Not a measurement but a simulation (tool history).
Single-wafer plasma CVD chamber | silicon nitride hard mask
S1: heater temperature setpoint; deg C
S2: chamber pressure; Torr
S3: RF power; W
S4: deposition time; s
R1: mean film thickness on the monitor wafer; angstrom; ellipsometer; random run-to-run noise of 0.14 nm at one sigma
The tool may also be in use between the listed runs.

| run | hour | S1 | S2 | S3 | S4 | R1 |
|---|---|---|---|---|---|---|
| 1 | 0.0 | 380 | 1.93 | 230 | 32.3 | 337.93 |
| 2 | 7.7 | 380 | 1.80 | 225 | 32.3 | 325.64 |
| 3 | 14.3 | 380 | 1.69 | 220 | 32.3 | 314.74 |
| 4 | 18.4 | 380 | 1.69 | 220 | 32.3 | 314.91 |
| 5 | 21.0 | 384 | 1.69 | 220 | 32.3 | 315.31 |
| 6 | 27.0 | 384 | 1.69 | 220 | 33.3 | 325.33 |
| 7 | 30.8 | 384 | 1.69 | 220 | 33.3 | 328.28 |
| 8 | 38.6 | 384 | 1.60 | 215 | 33.3 | 313.28 |

Estimate the outcome of run 9 from the log above:
| 9 | 47.5 | 384 | 1.52 | 210 | 33.3 | ? |

R1: 302.20 angstrom
